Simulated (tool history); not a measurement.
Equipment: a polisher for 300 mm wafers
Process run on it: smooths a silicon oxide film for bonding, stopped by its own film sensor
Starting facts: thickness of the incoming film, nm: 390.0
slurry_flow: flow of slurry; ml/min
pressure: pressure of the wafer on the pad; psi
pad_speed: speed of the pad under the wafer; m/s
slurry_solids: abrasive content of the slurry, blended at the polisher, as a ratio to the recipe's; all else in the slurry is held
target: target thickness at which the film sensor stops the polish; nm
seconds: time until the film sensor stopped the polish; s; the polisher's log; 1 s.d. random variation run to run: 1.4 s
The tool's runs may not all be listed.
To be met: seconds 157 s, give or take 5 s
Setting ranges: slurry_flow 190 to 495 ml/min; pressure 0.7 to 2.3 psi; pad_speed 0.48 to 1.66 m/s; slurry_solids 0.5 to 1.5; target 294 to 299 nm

run  hour  slurry_flow  pressure  pad_speed  slurry_solids  target  seconds
  1     0          320       1.5       1.06              1     299    129.4
  2   8.2          320       1.3       1.06              1     299   148.82
  3    13          275       1.3       1.06              1     299   151.58
  4  16.4          270       1.3       1.06              1     299   153.02
  5  18.9          270         1       1.06              1     299   194.25
  6  27.8          275         1       1.06              1     299   193.91
  7  28.8          280         1       1.06              1     299   194.12
  8  37.7          285       1.2       1.06              1     299   161.42
  9  41.5          290       1.2       1.06              1     299   163.09

4 candidate next runs follow, results not yet known. Just one meets every target within its allowed miss. Identify it.
  A  45.3          295       1.3       1.02           1.05     295        ?
  B  45.3          290       1.2          1            1.1     294        ?
  C  45.3          280       1.1       1.22            0.9     295        ?
  D  45.3          285       1.5       0.84            1.3     296        ?

move  seconds
   A   157.74
   B   172.41
   C   170.28
   D   148.11
A: each result inside its tolerance
B: lands further from the targets than the last run did
C: lands further from the targets than the last run did
D: the result that was furthest off in the last run now lies on the other side of its target
Go with A: it meets all targets.

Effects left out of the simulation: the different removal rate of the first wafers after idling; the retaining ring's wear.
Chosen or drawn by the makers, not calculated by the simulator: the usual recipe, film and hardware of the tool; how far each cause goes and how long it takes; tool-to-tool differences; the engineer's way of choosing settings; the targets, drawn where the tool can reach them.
